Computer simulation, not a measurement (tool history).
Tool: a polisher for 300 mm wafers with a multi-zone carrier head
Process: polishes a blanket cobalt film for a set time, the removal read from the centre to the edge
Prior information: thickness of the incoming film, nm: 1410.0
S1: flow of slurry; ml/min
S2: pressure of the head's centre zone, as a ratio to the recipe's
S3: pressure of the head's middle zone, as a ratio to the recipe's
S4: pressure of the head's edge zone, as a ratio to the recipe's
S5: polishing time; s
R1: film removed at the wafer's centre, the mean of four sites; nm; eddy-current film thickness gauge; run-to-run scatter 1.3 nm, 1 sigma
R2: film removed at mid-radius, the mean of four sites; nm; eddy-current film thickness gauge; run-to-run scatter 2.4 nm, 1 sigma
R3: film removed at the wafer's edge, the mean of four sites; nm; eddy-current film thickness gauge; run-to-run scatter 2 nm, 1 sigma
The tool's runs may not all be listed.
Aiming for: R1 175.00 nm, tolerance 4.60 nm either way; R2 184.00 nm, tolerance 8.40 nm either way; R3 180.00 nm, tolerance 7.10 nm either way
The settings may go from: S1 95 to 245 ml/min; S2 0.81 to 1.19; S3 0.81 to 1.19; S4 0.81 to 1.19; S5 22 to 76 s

Run 1, hour 0.0: S1 155 ml/min, S2 1.00, S3 1.00, S4 1.00, S5 49 s. Result: R1 239.05 nm, R2 237.53 nm, R3 232.20 nm.
Run 2, hour 2.9: S1 150 ml/min, S2 0.99, S3 0.99, S4 0.98, S5 48 s. Result: R1 230.04 nm, R2 233.54 nm, R3 218.89 nm.
Run 3, hour 8.8: S1 150 ml/min, S2 0.93, S3 0.99, S4 0.98, S5 48 s. Result: R1 216.29 nm, R2 230.24 nm, R3 228.82 nm.
Run 4, hour 11.6: S1 145 ml/min, S2 0.93, S3 0.98, S4 0.97, S5 47 s. Result: R1 209.48 nm, R2 225.21 nm, R3 217.22 nm.
Run 5, hour 18.9: S1 145 ml/min, S2 0.93, S3 0.98, S4 0.97, S5 35 s. Result: R1 155.44 nm, R2 167.10 nm, R3 161.06 nm.
Run 6, hour 26.4: S1 145 ml/min, S2 0.93, S3 0.98, S4 1.01, S5 35 s. Result: R1 156.31 nm, R2 168.43 nm, R3 165.92 nm.
Run 7, hour 27.9: S1 150 ml/min, S2 0.93, S3 0.98, S4 1.01, S5 35 s. Result: R1 160.46 nm, R2 169.07 nm, R3 163.30 nm.
Run 8, hour 29.9: S1 155 ml/min, S2 0.93, S3 0.98, S4 1.02, S5 35 s. Result: R1 158.68 nm, R2 170.16 nm, R3 164.47 nm.
Run 9, hour 37.7: S1 200 ml/min, S2 0.98, S3 0.98, S4 1.09, S5 36 s. Result: R1 182.44 nm, R2 178.94 nm, R3 184.44 nm.
Run 10, hour 41.2: S1 200 ml/min, S2 0.98, S3 0.99, S4 1.09, S5 36 s. Result: R1 183.05 nm, R2 180.05 nm, R3 185.88 nm.
Run 11, hour 46.6: S1 200 ml/min, S2 0.98, S3 0.99, S4 1.09, S5 36 s. Result: R1 183.37 nm, R2 185.74 nm, R3 183.70 nm.

Next run, 4 choices. One meets every target within its allowed miss, the rest don't. Which?
Run A, hour 52.0: S1 205 ml/min, S2 1.03, S3 1.01, S4 1.06, S5 36 s. Result: R1 ?, R2 ?, R3 ?.
Run B, hour 52.0: S1 145 ml/min, S2 1.12, S3 1.15, S4 1.15, S5 35 s. Result: R1 ?, R2 ?, R3 ?.
Run C, hour 52.0: S1 210 ml/min, S2 0.97, S3 1.05, S4 1.12, S5 35 s. Result: R1 ?, R2 ?, R3 ?.
Run D, hour 52.0: S1 225 ml/min, S2 1.04, S3 0.97, S4 1.07, S5 35 s. Result: R1 ?, R2 ?, R3 ?.

move      R1      R2      R3
   A  192.62  184.06  180.21
   B  188.80  183.11  174.16
   C  177.88  184.24  180.54
   D  191.70  176.63  177.84
A: the biggest miss grows against the last run
B: the biggest miss grows against the last run
C: every result within its allowed miss
D: the biggest miss grows against the last run
Go with C: it meets all targets.
